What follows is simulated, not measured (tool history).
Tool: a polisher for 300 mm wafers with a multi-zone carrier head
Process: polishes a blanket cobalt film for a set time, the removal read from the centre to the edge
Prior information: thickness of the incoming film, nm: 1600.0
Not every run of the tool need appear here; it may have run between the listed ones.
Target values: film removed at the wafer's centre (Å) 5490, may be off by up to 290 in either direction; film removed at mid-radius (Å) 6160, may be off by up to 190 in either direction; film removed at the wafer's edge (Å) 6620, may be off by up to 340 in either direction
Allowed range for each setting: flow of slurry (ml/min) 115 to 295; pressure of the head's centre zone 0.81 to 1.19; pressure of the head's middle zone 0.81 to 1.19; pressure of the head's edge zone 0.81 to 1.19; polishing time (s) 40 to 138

run,hour,flow of slurry (ml/min),pressure of the head's centre zone,pressure of the head's middle zone,pressure of the head's edge zone,polishing time (s),film removed at the wafer's centre (Å),film removed at mid-radius (Å),film removed at the wafer's edge (Å)
1,0,190,1,1,1,88,4541.9,4732.6,4996.7
2,7.6,195,1,1.02,1.04,92,4895.4,5104,5390.4
3,14.3,200,0.98,1.03,1.07,94,4911.8,5198.7,5658.6
4,22.8,205,0.98,1.06,1.1,96,4863.9,5576,5992.8
5,28.9,215,1,1.07,1.11,97,5169.6,5760.7,6112.9
6,32.8,175,1,1.07,1.11,97,4836.4,5481.2,5850
7,35.1,190,1,1.08,1.12,97,5032.3,5694.5,5998.1
8,36.7,200,1,1.08,1.13,97,5122.6,5598.2,5808.2
# hour 41.2: slurry nozzle cleaned
9,41.2,210,0.99,1.08,1.13,99,5837.5,6519.9,6730.7

Below are 4 possible settings for the next run. Only one of them brings all results inside the allowed miss of their targets. Which is it?
A,45.7,220,0.98,1.18,1.05,92,?,?,?
B,45.7,175,1.05,1.1,1.06,106,?,?,?
C,45.7,165,0.98,1.08,1.19,99,?,?,?
D,45.7,210,0.97,1.12,1.16,95,?,?,?

move,film removed at the wafer's centre (Å),film removed at mid-radius (Å),film removed at the wafer's edge (Å)
A,5492.6,6627.2,5897.2
B,6507.7,6925.6,6650.1
C,5598.7,6298.2,6537.6
D,5569.2,6497.8,6377.9
A: misses by more than the last run did
B: misses by more than the last run did
C: all results in spec
D: moves toward the targets from the last run without getting all of them in spec
C meets every target.

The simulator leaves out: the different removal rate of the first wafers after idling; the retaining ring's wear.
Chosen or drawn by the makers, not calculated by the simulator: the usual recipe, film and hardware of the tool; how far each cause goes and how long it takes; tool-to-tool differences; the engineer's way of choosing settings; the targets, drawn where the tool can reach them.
